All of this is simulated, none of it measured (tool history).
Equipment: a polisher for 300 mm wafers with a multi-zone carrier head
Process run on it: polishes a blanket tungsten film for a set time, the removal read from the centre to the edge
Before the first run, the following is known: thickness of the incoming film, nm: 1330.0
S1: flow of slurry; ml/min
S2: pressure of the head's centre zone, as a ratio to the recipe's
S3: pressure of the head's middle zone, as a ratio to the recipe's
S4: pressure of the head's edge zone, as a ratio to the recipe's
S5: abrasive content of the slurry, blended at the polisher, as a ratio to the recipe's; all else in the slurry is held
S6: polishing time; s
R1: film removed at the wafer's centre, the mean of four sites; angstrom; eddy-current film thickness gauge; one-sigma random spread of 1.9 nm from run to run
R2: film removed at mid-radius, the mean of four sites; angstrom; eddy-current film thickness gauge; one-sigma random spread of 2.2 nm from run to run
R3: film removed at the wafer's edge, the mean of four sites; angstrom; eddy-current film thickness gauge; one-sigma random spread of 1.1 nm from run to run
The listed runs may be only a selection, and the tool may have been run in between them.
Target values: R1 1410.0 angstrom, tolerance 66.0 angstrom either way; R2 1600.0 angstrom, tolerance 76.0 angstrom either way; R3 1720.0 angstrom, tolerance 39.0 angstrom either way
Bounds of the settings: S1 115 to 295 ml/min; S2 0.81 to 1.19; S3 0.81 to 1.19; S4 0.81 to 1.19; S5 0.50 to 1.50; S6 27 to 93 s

{"run": 1, "day": 0.0, "S1": 190, "S2": 1.0, "S3": 1.0, "S4": 1.0, "S5": 1.0, "S6": 59, "R1": 2737.3, "R2": 2885.7, "R3": 2729.7}
{"run": 2, "day": 0.204, "S1": 190, "S2": 1.0, "S3": 0.96, "S4": 1.0, "S5": 1.0, "S6": 59, "R1": 2802.9, "R2": 2720.2, "R3": 2732.3}
{"run": 3, "day": 0.371, "S1": 180, "S2": 0.96, "S3": 0.95, "S4": 1.0, "S5": 0.9, "S6": 55, "R1": 2375.9, "R2": 2428.5, "R3": 2457.2}
{"run": 4, "day": 0.7, "S1": 170, "S2": 0.93, "S3": 0.94, "S4": 0.99, "S5": 0.8, "S6": 53, "R1": 2238.5, "R2": 2292.0, "R3": 2328.6}
{"run": 5, "day": 0.808, "S1": 170, "S2": 0.93, "S3": 0.94, "S4": 0.99, "S5": 0.65, "S6": 53, "R1": 2096.2, "R2": 2211.1, "R3": 2190.8}
{"run": 6, "day": 1.096, "S1": 165, "S2": 0.9, "S3": 0.93, "S4": 1.0, "S5": 0.6, "S6": 50, "R1": 1853.5, "R2": 1986.4, "R3": 2061.4}
{"run": 7, "day": 1.425, "S1": 160, "S2": 0.88, "S3": 0.93, "S4": 1.0, "S5": 0.6, "S6": 48, "R1": 1772.7, "R2": 1905.4, "R3": 1973.3}
{"run": 8, "day": 1.762, "S1": 155, "S2": 0.86, "S3": 0.93, "S4": 1.01, "S5": 0.6, "S6": 47, "R1": 1653.3, "R2": 1883.0, "R3": 1933.6}
{"run": 9, "day": 2.0, "S1": 150, "S2": 0.85, "S3": 0.92, "S4": 1.0, "S5": 0.6, "S6": 46, "R1": 1580.7, "R2": 1817.4, "R3": 1864.9}
{"run": 10, "day": 2.233, "S1": 145, "S2": 0.84, "S3": 0.9, "S4": 0.99, "S5": 0.6, "S6": 46, "R1": 1563.3, "R2": 1732.5, "R3": 1861.0}
{"run": 11, "day": 2.333, "S1": 140, "S2": 0.83, "S3": 0.9, "S4": 0.98, "S5": 0.6, "S6": 46, "R1": 1547.7, "R2": 1681.9, "R3": 1831.3}
{"run": 12, "day": 2.633, "S1": 135, "S2": 0.83, "S3": 0.9, "S4": 0.98, "S5": 0.6, "S6": 46, "R1": 1529.1, "R2": 1717.9, "R3": 1848.0}
{"run": 13, "day": 2.717, "S1": 135, "S2": 0.83, "S3": 0.9, "S4": 0.97, "S5": 0.6, "S6": 46, "R1": 1539.4, "R2": 1744.3, "R3": 1817.3}
{"run": 14, "day": 2.808, "S1": 130, "S2": 0.83, "S3": 0.89, "S4": 0.97, "S5": 0.6, "S6": 46, "R1": 1526.5, "R2": 1679.2, "R3": 1818.5}
{"run": 15, "day": 2.917, "S1": 125, "S2": 0.82, "S3": 0.89, "S4": 0.97, "S5": 0.55, "S6": 46, "R1": 1505.6, "R2": 1626.0, "R3": 1804.7}

Which one of the following 5 next-run settings gets every result inside its allowed miss? There is exactly one.
{"run": "A", "day": 3.025, "S1": 175, "S2": 0.85, "S3": 0.95, "S4": 0.97, "S5": 0.65, "S6": 43, "R1": "?", "R2": "?", "R3": "?"}
{"run": "B", "day": 3.025, "S1": 155, "S2": 0.81, "S3": 0.89, "S4": 1.0, "S5": 0.6, "S6": 42, "R1": "?", "R2": "?", "R3": "?"}
{"run": "C", "day": 3.025, "S1": 155, "S2": 0.81, "S3": 1.0, "S4": 0.98, "S5": 0.65, "S6": 42, "R1": "?", "R2": "?", "R3": "?"}
{"run": "D", "day": 3.025, "S1": 135, "S2": 0.86, "S3": 0.87, "S4": 0.95, "S5": 0.55, "S6": 46, "R1": "?", "R2": "?", "R3": "?"}
{"run": "E", "day": 3.025, "S1": 115, "S2": 0.81, "S3": 0.86, "S4": 1.04, "S5": 0.6, "S6": 48, "R1": "?", "R2": "?", "R3": "?"}

move=A R1=1569.7 R2=1816.3 R3=1786.8
move=B R1=1408.7 R2=1625.1 R3=1721.1
move=C R1=1433.0 R2=1821.0 R3=1730.5
move=D R1=1572.4 R2=1680.2 R3=1782.1
move=E R1=1524.7 R2=1720.6 R3=1937.0
A: its largest miss is bigger than the last run's
B: all results in spec
C: puts the biggest miss on target and leaves a different result outside tolerance
D: its largest miss is bigger than the last run's
E: its largest miss is bigger than the last run's
B meets every target.
